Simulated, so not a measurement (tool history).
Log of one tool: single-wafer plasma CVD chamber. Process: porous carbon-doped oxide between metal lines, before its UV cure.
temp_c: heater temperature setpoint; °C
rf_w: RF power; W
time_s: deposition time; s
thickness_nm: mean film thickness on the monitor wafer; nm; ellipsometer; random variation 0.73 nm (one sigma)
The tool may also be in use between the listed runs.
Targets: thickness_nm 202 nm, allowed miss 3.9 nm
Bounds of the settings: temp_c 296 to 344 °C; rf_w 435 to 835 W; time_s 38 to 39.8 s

run 1 day=0 | temp_c=320 rf_w=635 time_s=39.8 | thickness_nm=220.57
run 2 day=0.121 | temp_c=321 rf_w=635 time_s=39.8 | thickness_nm=220.4
run 3 day=0.254 | temp_c=322 rf_w=635 time_s=39.8 | thickness_nm=218.52
run 4 day=0.521 | temp_c=323 rf_w=635 time_s=39.8 | thickness_nm=217.7
run 5 day=0.767 | temp_c=323 rf_w=700 time_s=39.8 | thickness_nm=230.22
run 6 day=0.825 | temp_c=325 rf_w=695 time_s=39.8 | thickness_nm=225.24
run 7 day=1.125 | temp_c=326 rf_w=695 time_s=39.8 | thickness_nm=223.29
run 8 day=1.254 | temp_c=327 rf_w=695 time_s=39.8 | thickness_nm=222.71
run 9 day=1.321 | temp_c=327 rf_w=695 time_s=39.8 | thickness_nm=223.29
run 10 day=1.55 | temp_c=328 rf_w=695 time_s=39.8 | thickness_nm=223.23
run 11 day=1.704 | temp_c=329 rf_w=690 time_s=39.8 | thickness_nm=220.61
run 12 day=1.867 | temp_c=330 rf_w=685 time_s=39.8 | thickness_nm=218.26
run 13 day=2.188 | temp_c=330 rf_w=685 time_s=39.8 | thickness_nm=219.62
run 14 day=2.562 | temp_c=331 rf_w=680 time_s=39.8 | thickness_nm=216.51
run 15 day=2.783 | temp_c=332 rf_w=680 time_s=39.8 | thickness_nm=216.27
run 16 day=3.108 | temp_c=332 rf_w=680 time_s=39.8 | thickness_nm=217.36
run 17 day=3.329 | temp_c=333 rf_w=675 time_s=39.8 | thickness_nm=213.89
run 18 day=3.658 | temp_c=334 rf_w=675 time_s=39.8 | thickness_nm=212.82
run 19 day=3.821 | temp_c=335 rf_w=675 time_s=39.8 | thickness_nm=211.05
run 20 day=3.908 | temp_c=336 rf_w=675 time_s=39.8 | thickness_nm=210.72
run 21 day=4.204 | temp_c=337 rf_w=675 time_s=39.8 | thickness_nm=208.83

Which of these 5 next moves meets every target?
run A day=4.5 | temp_c=324 rf_w=650 time_s=38 | thickness_nm=?
run B day=4.5 | temp_c=318 rf_w=615 time_s=38 | thickness_nm=?
run C day=4.5 | temp_c=339 rf_w=655 time_s=39.3 | thickness_nm=?
run D day=4.5 | temp_c=331 rf_w=670 time_s=39 | thickness_nm=?
run E day=4.5 | temp_c=340 rf_w=720 time_s=38.7 | thickness_nm=?

move=A thickness_nm=208.26
move=B thickness_nm=208.6
move=C thickness_nm=200.83
move=D thickness_nm=209.56
move=E thickness_nm=207.28
A: nearer than the last run, and not there yet
B: as far off as the last run
C: meets every target
D: further off than the last run
E: nearer than the last run, and not there yet
Move C is the one to make.
